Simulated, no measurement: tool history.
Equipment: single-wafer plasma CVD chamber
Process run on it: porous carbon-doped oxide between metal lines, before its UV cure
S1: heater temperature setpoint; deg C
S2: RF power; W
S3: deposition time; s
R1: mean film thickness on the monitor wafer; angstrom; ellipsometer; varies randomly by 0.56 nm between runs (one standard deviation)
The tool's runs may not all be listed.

run,hour,S1,S2,S3,R1
1,0,315,630,24.1,1406.6
2,1.1,309,635,24.1,1442.3
3,1.7,304,650,24.1,1500.1
4,9.8,301,655,24.1,1529.8
5,13.2,301,655,24.1,1533.6
6,17.9,291,655,24.1,1618.4
7,25.5,292,655,24.1,1610.2
8,32.5,292,655,24.1,1603.6

What does the tool deliver on the next run?
9,34.6,292,655,24.1,?

R1: 1612.3 angstrom
